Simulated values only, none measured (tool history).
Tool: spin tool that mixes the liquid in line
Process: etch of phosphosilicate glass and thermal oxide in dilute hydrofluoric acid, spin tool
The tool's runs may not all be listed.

run  hour  temperature setpoint of the liquid (K)  parts of water to one part of 49 % hydrofluoric acid (parts by volume)  time under the liquid (s)  thickness taken off the phosphosilicate glass on a monitor wafer (nm)  thickness taken off the thermal oxide on a monitor wafer (nm)
  1     0                                  295.15                                                                     210                         40                                                                 17.881                                                        0.83004
  2   3.7                                  295.15                                                                     280                         40                                                                 12.365                                                        0.59154
  3   7.3                                  295.15                                                                     280                         50                                                                 15.588                                                        0.72969
  4  14.4                                  295.15                                                                     220                         50                                                                 20.893                                                         1.0023
  5  22.9                                  292.15                                                                     220                         50                                                                 18.639                                                        0.92449
  6  30.1                                  295.15                                                                     220                         50                                                                 20.969                                                         0.9048
  7  35.6                                  295.65                                                                     205                         50                                                                 23.242                                                         1.1452

Run 8 comes next. What will it give?
  8  43.8                                  297.15                                                                     200                         50                                                                      ?                                                              ?

Run 8 gave thickness taken off the phosphosilicate glass on a monitor wafer (nm) 25.156, thickness taken off the thermal oxide on a monitor wafer (nm) 1.2323.

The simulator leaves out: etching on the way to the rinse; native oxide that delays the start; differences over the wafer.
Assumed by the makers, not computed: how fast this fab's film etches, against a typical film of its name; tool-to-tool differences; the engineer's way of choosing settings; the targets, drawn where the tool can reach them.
